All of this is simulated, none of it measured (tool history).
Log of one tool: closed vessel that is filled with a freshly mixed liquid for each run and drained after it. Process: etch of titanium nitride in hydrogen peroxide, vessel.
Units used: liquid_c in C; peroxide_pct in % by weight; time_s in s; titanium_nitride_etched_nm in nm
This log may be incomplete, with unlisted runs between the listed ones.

Run 1, day 0: liquid_c 50 C, peroxide_pct 24.5 % by weight, time_s 35 s. Result: titanium_nitride_etched_nm 1.5911 nm.
Run 2, day 0.279: liquid_c 50 C, peroxide_pct 24.5 % by weight, time_s 30 s. Result: titanium_nitride_etched_nm 1.3576 nm.
Run 3, day 0.608: liquid_c 50 C, peroxide_pct 24.5 % by weight, time_s 30 s. Result: titanium_nitride_etched_nm 1.3471 nm.
Run 4, day 0.9: liquid_c 50 C, peroxide_pct 29 % by weight, time_s 30 s. Result: titanium_nitride_etched_nm 1.4129 nm.
At day 0.983: new drum of peroxide connected.
Run 5, day 0.983: liquid_c 50 C, peroxide_pct 29 % by weight, time_s 30 s. Result: titanium_nitride_etched_nm 1.4265 nm.
Run 6, day 1.104: liquid_c 45 C, peroxide_pct 29 % by weight, time_s 30 s. Result: titanium_nitride_etched_nm 0.98412 nm.

Predict the results of run 7:
Run 7, day 1.25: liquid_c 50 C, peroxide_pct 29 % by weight, time_s 30 s. Result: titanium_nitride_etched_nm ?.

titanium_nitride_etched_nm: 1.423 nm
